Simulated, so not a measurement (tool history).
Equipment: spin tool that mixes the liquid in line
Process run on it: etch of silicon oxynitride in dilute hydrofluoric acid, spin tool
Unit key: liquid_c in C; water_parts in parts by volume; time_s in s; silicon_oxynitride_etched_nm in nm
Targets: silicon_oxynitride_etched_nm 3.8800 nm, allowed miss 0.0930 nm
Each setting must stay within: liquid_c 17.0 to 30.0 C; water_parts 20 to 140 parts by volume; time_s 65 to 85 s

run    day  liquid_c  water_parts  time_s  silicon_oxynitride_etched_nm
  1  0.000      22.0           75      85                        3.4523
  2  0.254      22.0           75      85                        3.4572
  3  0.367      19.0           75      85                        2.9675
  4  0.646      20.5           75      85                        3.2177
  5  0.967      21.5           75      85                        3.3417
  6  1.100      22.5           75      85                        3.5239
  7  1.129      23.0           75      85                        3.6050
  8  1.312      23.5           75      85                        3.6962

Of the 5 settings listed for the next run, only one would bring every result within its allowed miss of target. Which one?
  A  1.496      26.0           70      80                             ?
  B  1.496      24.0           70      85                             ?
  C  1.496      26.0           75      85                             ?
  D  1.496      26.0           80      85                             ?
  E  1.496      29.5           90      75                             ?

move  silicon_oxynitride_etched_nm
   A                        4.2067
   B                        4.0624
   C                        4.1527
   D                        3.8755
   E                        3.5390
A: pushes the last run's worst result past its target
B: pushes the last run's worst result past its target
C: pushes the last run's worst result past its target
D: meets every target
E: its largest miss is bigger than the last run's
D is the move that brings every result within its allowed miss.
